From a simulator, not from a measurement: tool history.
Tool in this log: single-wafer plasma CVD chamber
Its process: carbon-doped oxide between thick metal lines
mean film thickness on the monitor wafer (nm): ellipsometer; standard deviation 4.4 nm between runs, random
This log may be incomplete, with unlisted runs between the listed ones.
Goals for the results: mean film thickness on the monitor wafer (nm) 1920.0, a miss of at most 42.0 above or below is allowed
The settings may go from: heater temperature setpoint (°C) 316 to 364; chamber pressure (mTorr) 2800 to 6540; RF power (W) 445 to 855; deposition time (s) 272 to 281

| run | hour | heater temperature setpoint (°C) | chamber pressure (mTorr) | RF power (W) | deposition time (s) | mean film thickness on the monitor wafer (nm) |
|---|---|---|---|---|---|---|
| 1 | 0.0 | 340 | 4670 | 650 | 272 | 1669.4 |
| 2 | 4.3 | 340 | 4670 | 690 | 272 | 1742.3 |
| 3 | 9.9 | 350 | 4670 | 690 | 272 | 1695.5 |
| 4 | 11.5 | 350 | 4670 | 740 | 272 | 1781.5 |
| 5 | 14.2 | 349 | 4780 | 745 | 272 | 1793.1 |
| 6 | 18.3 | 348 | 4870 | 750 | 272 | 1820.0 |
| 7 | 23.0 | 347 | 4950 | 755 | 272 | 1833.7 |
| 8 | 30.7 | 346 | 5010 | 760 | 272 | 1857.9 |
| 9 | 33.7 | 346 | 5010 | 760 | 272 | 1854.7 |

Consider the 5 candidate settings below. Which is the only one whose results all fall within their allowed miss of target?
| A | 36.7 | 340 | 4050 | 730 | 278 | ? |
| B | 36.7 | 351 | 5370 | 815 | 281 | ? |
| C | 36.7 | 346 | 5260 | 750 | 281 | ? |
| D | 36.7 | 332 | 5190 | 685 | 273 | ? |
| E | 36.7 | 345 | 6040 | 780 | 281 | ? |

| move | mean film thickness on the monitor wafer (nm) |
|---|---|
| A | 1830.9 |
| B | 2003.7 |
| C | 1919.5 |
| D | 1830.7 |
| E | 2011.1 |
A: moves away from the targets compared with the last run
B: pushes the last run's worst result past its target
C: every result lands within tolerance
D: moves away from the targets compared with the last run
E: pushes the last run's worst result past its target
Correct choice: C, which meets every target
